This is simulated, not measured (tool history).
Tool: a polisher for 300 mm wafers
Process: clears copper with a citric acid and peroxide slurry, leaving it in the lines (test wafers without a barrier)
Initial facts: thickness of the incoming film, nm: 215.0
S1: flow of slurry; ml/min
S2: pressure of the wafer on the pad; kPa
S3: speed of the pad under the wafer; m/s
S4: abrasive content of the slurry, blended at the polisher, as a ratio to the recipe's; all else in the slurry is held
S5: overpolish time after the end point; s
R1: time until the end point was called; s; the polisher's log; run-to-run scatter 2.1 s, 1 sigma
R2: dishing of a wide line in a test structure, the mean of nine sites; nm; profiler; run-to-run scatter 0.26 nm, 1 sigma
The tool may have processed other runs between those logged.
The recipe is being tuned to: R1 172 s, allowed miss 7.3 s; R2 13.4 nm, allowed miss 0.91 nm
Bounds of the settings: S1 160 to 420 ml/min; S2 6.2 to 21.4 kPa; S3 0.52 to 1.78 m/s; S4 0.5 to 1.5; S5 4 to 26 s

run	hour	S1	S2	S3	S4	S5	R1	R2
1	0	270	13.8	1.14	1	13	108.62	18.071
2	0.6	270	13.8	1.14	1	10	110.71	13.999
3	2.6	270	13.1	1.14	1	11	112.1	14.884
4	4.4	270	13.1	1.14	1	14	113.9	18.333
5	9.6	270	12.4	1.14	1	14	115.35	17.445
6	10.7	270	11.7	1.12	1	14	123.21	16.787
7	17.2	270	11	1.12	1	14	127.02	16.137
8	19.5	270	6.9	1.08	1	16	164.63	14.811

Exercise: of the 5 proposed moves below, exactly one satisfies all targets within the stated allowed misses. Which move is it?
A	21.8	225	6.2	1.16	0.8	15	?	?
B	21.8	360	7.6	0.94	1	21	?	?
C	21.8	280	7.6	1.16	0.95	12	?	?
D	21.8	255	6.2	1.12	1.05	18	?	?
E	21.8	370	6.9	1.04	0.85	20	?	?

move	R1	R2
A	169.96	13.291
B	175.15	17.444
C	147.96	12.36
D	164.5	16.049
E	170.41	17.086
A: meets every target
B: its largest miss is bigger than the last run's
C: the result that was furthest off in the last run now lies on the other side of its target
D: its largest miss is bigger than the last run's
E: its largest miss is bigger than the last run's
Answer: A
